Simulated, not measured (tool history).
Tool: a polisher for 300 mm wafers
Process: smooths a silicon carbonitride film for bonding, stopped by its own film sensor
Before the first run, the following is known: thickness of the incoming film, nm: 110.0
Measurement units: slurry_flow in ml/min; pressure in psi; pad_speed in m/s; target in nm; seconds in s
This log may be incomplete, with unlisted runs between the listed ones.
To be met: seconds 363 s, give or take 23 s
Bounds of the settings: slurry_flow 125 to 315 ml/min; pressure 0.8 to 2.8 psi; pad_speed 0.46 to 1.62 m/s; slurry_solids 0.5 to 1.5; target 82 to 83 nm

run	day	slurry_flow	pressure	pad_speed	slurry_solids	target	seconds
1	0	205	1.8	1.04	1	83	152.3
2	0.15	205	1.7	0.98	1	83	168.13
3	0.329	235	1.7	0.98	1	83	168.06
4	0.412	235	1.6	0.92	1	83	178.14
5	0.729	235	1.9	0.92	1	83	150.27
6	0.967	235	1.7	0.86	1	83	173.51
7	1.088	235	1.6	0.8	0.95	83	201.13
8	1.329	235	1.5	0.78	0.95	83	216.75
9	1.517	235	1.4	0.76	0.95	83	231.6
10	1.662	235	1.3	0.74	0.95	83	255.02
11	1.929	235	1.2	0.74	0.95	83	278.93
12	2.112	235	1.2	0.74	0.95	83	268.04
13	2.425	235	1.1	0.72	0.95	83	298.62

5 next moves are on the table. One of them brings every result within its allowed miss. Which?
A	2.738	265	1.3	0.9	1	83	?
B	2.738	250	1	0.64	0.95	82	?
C	2.738	245	1.1	0.64	1.15	82	?
D	2.738	250	1.1	1	1	83	?
E	2.738	220	1.3	0.66	0.95	83	?

move	seconds
A	215.58
B	354.28
C	292.55
D	240.13
E	266.17
A: lands further from the targets than the last run did
B: every result lands within tolerance
C: lands further from the targets than the last run did
D: lands further from the targets than the last run did
E: lands further from the targets than the last run did
Answer: B
